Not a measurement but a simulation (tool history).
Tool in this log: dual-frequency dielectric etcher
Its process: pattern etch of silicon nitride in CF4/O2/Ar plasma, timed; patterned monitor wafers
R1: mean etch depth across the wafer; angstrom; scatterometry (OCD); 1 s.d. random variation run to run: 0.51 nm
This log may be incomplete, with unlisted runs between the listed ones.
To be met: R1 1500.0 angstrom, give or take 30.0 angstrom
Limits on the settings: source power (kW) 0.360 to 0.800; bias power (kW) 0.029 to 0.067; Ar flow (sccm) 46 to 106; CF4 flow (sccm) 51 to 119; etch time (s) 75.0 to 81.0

run 1 hour=0.0 | source_power_(kW)=0.580 bias_power_(kW)=0.048 Ar_flow_(sccm)=76 CF4_flow_(sccm)=85 etch_time_(s)=81.0 | R1=1943.7
run 2 hour=7.7 | source_power_(kW)=0.580 bias_power_(kW)=0.048 Ar_flow_(sccm)=84 CF4_flow_(sccm)=85 etch_time_(s)=81.0 | R1=1930.2
run 3 hour=10.7 | source_power_(kW)=0.540 bias_power_(kW)=0.048 Ar_flow_(sccm)=84 CF4_flow_(sccm)=85 etch_time_(s)=81.0 | R1=1812.6
run 4 hour=14.4 | source_power_(kW)=0.510 bias_power_(kW)=0.048 Ar_flow_(sccm)=84 CF4_flow_(sccm)=85 etch_time_(s)=81.0 | R1=1722.5
run 5 hour=17.4 | source_power_(kW)=0.490 bias_power_(kW)=0.048 Ar_flow_(sccm)=84 CF4_flow_(sccm)=85 etch_time_(s)=81.0 | R1=1666.3
run 6 hour=23.3 | source_power_(kW)=0.480 bias_power_(kW)=0.048 Ar_flow_(sccm)=84 CF4_flow_(sccm)=85 etch_time_(s)=81.0 | R1=1639.7
run 7 hour=27.6 | source_power_(kW)=0.470 bias_power_(kW)=0.048 Ar_flow_(sccm)=84 CF4_flow_(sccm)=85 etch_time_(s)=81.0 | R1=1598.6
run 8 hour=31.2 | source_power_(kW)=0.460 bias_power_(kW)=0.048 Ar_flow_(sccm)=84 CF4_flow_(sccm)=85 etch_time_(s)=81.0 | R1=1572.5
run 9 hour=37.1 | source_power_(kW)=0.450 bias_power_(kW)=0.048 Ar_flow_(sccm)=84 CF4_flow_(sccm)=85 etch_time_(s)=81.0 | R1=1543.7

Exactly one of the 4 candidate moves below puts every result within its allowed miss. Which one?
run A hour=43.0 | source_power_(kW)=0.440 bias_power_(kW)=0.050 Ar_flow_(sccm)=86 CF4_flow_(sccm)=84 etch_time_(s)=78.5 | R1=?
run B hour=43.0 | source_power_(kW)=0.450 bias_power_(kW)=0.054 Ar_flow_(sccm)=79 CF4_flow_(sccm)=86 etch_time_(s)=80.0 | R1=?
run C hour=43.0 | source_power_(kW)=0.430 bias_power_(kW)=0.045 Ar_flow_(sccm)=73 CF4_flow_(sccm)=77 etch_time_(s)=80.5 | R1=?
run D hour=43.0 | source_power_(kW)=0.470 bias_power_(kW)=0.044 Ar_flow_(sccm)=89 CF4_flow_(sccm)=85 etch_time_(s)=75.0 | R1=?

move=A R1=1497.1
move=B R1=1606.9
move=C R1=1455.5
move=D R1=1454.6
A: meets every target
B: misses by more than the last run did
C: the result that was furthest off in the last run now lies on the other side of its target
D: the result that was furthest off in the last run now lies on the other side of its target
Correct choice: A, which meets every target
